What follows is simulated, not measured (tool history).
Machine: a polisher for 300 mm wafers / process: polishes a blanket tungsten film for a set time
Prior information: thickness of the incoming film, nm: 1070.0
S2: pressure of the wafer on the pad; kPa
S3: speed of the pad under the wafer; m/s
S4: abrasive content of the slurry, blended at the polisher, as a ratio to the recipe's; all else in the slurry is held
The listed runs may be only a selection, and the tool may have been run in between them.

Run 1, hour 0.0: flow of slurry (ml/min) 305, S2 28.3 kPa, S3 1.04 m/s, S4 1.0, polishing time (s) 31. Result: film removed (nm) 143.970.
Run 2, hour 1.0: flow of slurry (ml/min) 305, S2 23.4 kPa, S3 0.92 m/s, S4 1.0, polishing time (s) 31. Result: film removed (nm) 112.700.
Run 3, hour 1.9: flow of slurry (ml/min) 305, S2 20.0 kPa, S3 0.80 m/s, S4 1.0, polishing time (s) 31. Result: film removed (nm) 86.490.
Run 4, hour 7.5: flow of slurry (ml/min) 305, S2 20.0 kPa, S3 0.92 m/s, S4 1.0, polishing time (s) 31. Result: film removed (nm) 97.726.
Run 5, hour 12.7: flow of slurry (ml/min) 305, S2 17.9 kPa, S3 0.84 m/s, S4 1.0, polishing time (s) 31. Result: film removed (nm) 84.641.
Run 6, hour 18.8: flow of slurry (ml/min) 305, S2 16.5 kPa, S3 0.78 m/s, S4 1.0, polishing time (s) 31. Result: film removed (nm) 74.311.
Run 7, hour 22.3: flow of slurry (ml/min) 305, S2 15.2 kPa, S3 0.76 m/s, S4 1.0, polishing time (s) 31. Result: film removed (nm) 69.523.

Run 8 has not been measured yet. What should we expect?
Run 8, hour 29.6: flow of slurry (ml/min) 305, S2 14.5 kPa, S3 0.74 m/s, S4 1.0, polishing time (s) 31. Result: film removed (nm) ?.

film removed (nm): 64.405
